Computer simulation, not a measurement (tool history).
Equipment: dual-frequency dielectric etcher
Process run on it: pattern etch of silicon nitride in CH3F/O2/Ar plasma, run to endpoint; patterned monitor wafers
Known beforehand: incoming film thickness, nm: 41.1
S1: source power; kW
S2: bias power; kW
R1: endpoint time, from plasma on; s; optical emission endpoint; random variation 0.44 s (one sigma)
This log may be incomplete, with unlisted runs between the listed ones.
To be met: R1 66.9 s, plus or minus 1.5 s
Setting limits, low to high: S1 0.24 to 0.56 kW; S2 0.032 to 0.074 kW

{"run": 1, "day": 0.0, "S1": 0.4, "S2": 0.053, "R1": 59.974}
{"run": 2, "day": 0.2, "S1": 0.39, "S2": 0.053, "R1": 60.191}
{"run": 3, "day": 0.358, "S1": 0.42, "S2": 0.053, "R1": 58.835}
{"run": 4, "day": 0.404, "S1": 0.42, "S2": 0.044, "R1": 61.773}
{"run": 5, "day": 0.442, "S1": 0.42, "S2": 0.051, "R1": 59.724}
{"run": 6, "day": 0.638, "S1": 0.42, "S2": 0.048, "R1": 60.653}
{"run": 7, "day": 0.825, "S1": 0.41, "S2": 0.048, "R1": 60.574}
{"run": 8, "day": 1.092, "S1": 0.4, "S2": 0.047, "R1": 62.584}
{"run": 9, "day": 1.317, "S1": 0.39, "S2": 0.047, "R1": 63.259}
{"run": 10, "day": 1.533, "S1": 0.37, "S2": 0.046, "R1": 64.755}

Which of these 4 next moves meets every target?
{"run": "A", "day": 1.75, "S1": 0.38, "S2": 0.052, "R1": "?"}
{"run": "B", "day": 1.75, "S1": 0.34, "S2": 0.046, "R1": "?"}
{"run": "C", "day": 1.75, "S1": 0.39, "S2": 0.05, "R1": "?"}
{"run": "D", "day": 1.75, "S1": 0.42, "S2": 0.05, "R1": "?"}

move=A R1=61.245
move=B R1=66.698
move=C R1=61.344
move=D R1=59.482
A: further off than the last run
B: every result lands within tolerance
C: further off than the last run
D: further off than the last run
The right move is B.
